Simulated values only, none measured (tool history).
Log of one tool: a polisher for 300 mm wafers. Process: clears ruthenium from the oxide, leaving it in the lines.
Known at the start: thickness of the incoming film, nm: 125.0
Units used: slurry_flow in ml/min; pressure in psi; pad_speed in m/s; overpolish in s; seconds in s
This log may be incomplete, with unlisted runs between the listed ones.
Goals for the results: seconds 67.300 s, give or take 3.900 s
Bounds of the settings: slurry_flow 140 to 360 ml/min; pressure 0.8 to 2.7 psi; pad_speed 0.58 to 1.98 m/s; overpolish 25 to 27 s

{"run": 1, "hour": 0.0, "slurry_flow": 230, "pressure": 1.7, "pad_speed": 1.28, "overpolish": 25, "seconds": 97.726}
{"run": 2, "hour": 2.3, "slurry_flow": 230, "pressure": 1.8, "pad_speed": 1.3, "overpolish": 25, "seconds": 91.669}
{"run": 3, "hour": 7.4, "slurry_flow": 230, "pressure": 1.6, "pad_speed": 1.3, "overpolish": 25, "seconds": 101.95}
{"run": 4, "hour": 13.9, "slurry_flow": 230, "pressure": 1.8, "pad_speed": 1.32, "overpolish": 25, "seconds": 90.426}
{"run": 5, "hour": 16.9, "slurry_flow": 230, "pressure": 1.9, "pad_speed": 1.34, "overpolish": 25, "seconds": 85.031}
{"run": 6, "hour": 23.8, "slurry_flow": 230, "pressure": 1.9, "pad_speed": 1.46, "overpolish": 25, "seconds": 78.648}
{"run": 7, "hour": 31.7, "slurry_flow": 230, "pressure": 2.0, "pad_speed": 1.46, "overpolish": 25, "seconds": 73.97}
{"run": 8, "hour": 37.2, "slurry_flow": 230, "pressure": 2.1, "pad_speed": 1.46, "overpolish": 25, "seconds": 72.013}
{"run": 9, "hour": 39.1, "slurry_flow": 230, "pressure": 2.1, "pad_speed": 1.46, "overpolish": 25, "seconds": 70.1}

Exactly one of the 4 candidate moves below puts every result within its allowed miss. Which one?
{"run": "A", "hour": 41.0, "slurry_flow": 205, "pressure": 2.3, "pad_speed": 1.42, "overpolish": 25, "seconds": "?"}
{"run": "B", "hour": 41.0, "slurry_flow": 225, "pressure": 2.0, "pad_speed": 1.42, "overpolish": 27, "seconds": "?"}
{"run": "C", "hour": 41.0, "slurry_flow": 240, "pressure": 2.0, "pad_speed": 1.4, "overpolish": 25, "seconds": "?"}
{"run": "D", "hour": 41.0, "slurry_flow": 255, "pressure": 2.1, "pad_speed": 1.36, "overpolish": 26, "seconds": "?"}

move=A seconds=68.636
move=B seconds=77.957
move=C seconds=78.360
move=D seconds=76.022
A: all results in spec
B: the biggest miss grows against the last run
C: the biggest miss grows against the last run
D: the biggest miss grows against the last run
The right move is A.
